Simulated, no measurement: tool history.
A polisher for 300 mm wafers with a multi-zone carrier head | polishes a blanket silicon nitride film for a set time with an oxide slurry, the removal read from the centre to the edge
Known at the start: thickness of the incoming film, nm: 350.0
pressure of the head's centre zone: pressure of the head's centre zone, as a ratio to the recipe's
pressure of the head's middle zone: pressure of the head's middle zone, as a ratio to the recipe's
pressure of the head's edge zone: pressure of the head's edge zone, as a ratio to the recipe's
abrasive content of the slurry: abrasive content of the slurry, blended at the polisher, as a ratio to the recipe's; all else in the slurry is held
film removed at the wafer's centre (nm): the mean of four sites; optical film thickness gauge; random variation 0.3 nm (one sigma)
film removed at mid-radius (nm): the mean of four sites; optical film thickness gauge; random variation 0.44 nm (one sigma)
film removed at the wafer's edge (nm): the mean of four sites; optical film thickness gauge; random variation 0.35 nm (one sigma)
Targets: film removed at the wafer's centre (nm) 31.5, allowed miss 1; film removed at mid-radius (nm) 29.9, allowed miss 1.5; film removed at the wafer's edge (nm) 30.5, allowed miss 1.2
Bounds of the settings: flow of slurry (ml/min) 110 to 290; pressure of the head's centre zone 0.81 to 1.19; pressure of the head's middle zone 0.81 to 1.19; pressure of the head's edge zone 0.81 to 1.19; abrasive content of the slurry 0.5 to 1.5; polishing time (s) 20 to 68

run,hour,flow of slurry (ml/min),pressure of the head's centre zone,pressure of the head's middle zone,pressure of the head's edge zone,abrasive content of the slurry,polishing time (s),film removed at the wafer's centre (nm),film removed at mid-radius (nm),film removed at the wafer's edge (nm)
1,0,185,1,1,1,1,44,22.647,22.301,22.825
2,4.7,185,0.92,1,1,1,44,20.495,22.906,23.487
3,10.1,190,0.94,1.01,1.02,1.1,44,22.225,23.543,24.57
4,12,190,0.94,1.01,1.02,1.1,50,25.773,27.172,27.908
5,15.5,190,0.88,1.01,1.02,1.1,50,23.887,26.747,28.138
6,18.5,145,0.88,1.01,1.02,1.1,50,22.553,26.107,26.45
7,26.8,160,0.91,1.02,1.02,1.1,50,23.819,26.83,26.935
8,33.6,175,0.93,1.03,1.02,1.1,50,24.747,27.622,27.41
9,39.8,190,0.95,1.03,1.02,1.1,50,25.853,27.557,27.711
10,47.7,200,0.96,1.03,1.02,1.1,50,26.376,27.897,27.961
11,53.2,210,0.97,1.03,1.03,1.1,50,27.14,27.627,28.335
12,60.2,220,0.98,1.04,1.03,1.1,50,26.85,28.455,29.057
13,67.5,225,1,1.04,1.03,1.1,50,27.943,28.784,28.431

Which of these 5 next moves meets every target?
A,74.8,180,1.03,0.96,0.94,0.8,67,?,?,?
B,74.8,255,1.14,1.01,1.01,1.15,51,?,?,?
C,74.8,255,1.12,1.06,0.83,1.2,49,?,?,?
D,74.8,200,0.92,1,1.07,1.2,50,?,?,?
E,74.8,250,0.84,1.13,1.03,1.05,50,?,?,?

move,film removed at the wafer's centre (nm),film removed at mid-radius (nm),film removed at the wafer's edge (nm)
A,32.076,29.797,29.835
B,33.872,29.269,28.871
C,32.546,29.655,25.764
D,26.237,28.069,28.902
E,23.429,29.939,27.393
A: meets every target
B: takes the result that was furthest off past its target
C: takes the result that was furthest off past its target
D: further off than the last run
E: further off than the last run
Answer: A
